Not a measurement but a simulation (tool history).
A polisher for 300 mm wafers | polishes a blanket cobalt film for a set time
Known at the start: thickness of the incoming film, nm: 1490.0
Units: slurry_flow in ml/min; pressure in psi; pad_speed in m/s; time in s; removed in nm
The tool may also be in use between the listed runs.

run	day	slurry_flow	pressure	pad_speed	time	removed
1	0.000	175	1.4	0.94	59	159.63
2	0.346	175	1.5	0.94	59	173.73
3	0.392	175	1.6	0.94	59	181.55
4	0.517	145	1.6	0.94	59	179.48
5	0.550	145	1.5	0.94	59	168.24
6	0.862	145	1.6	0.94	59	177.97
7	1.217	150	1.7	0.94	59	190.48

The next listed run, before its measurement:
8	1.417	160	2.1	0.96	59	?

{"run 8": {"removed": 238.41}}
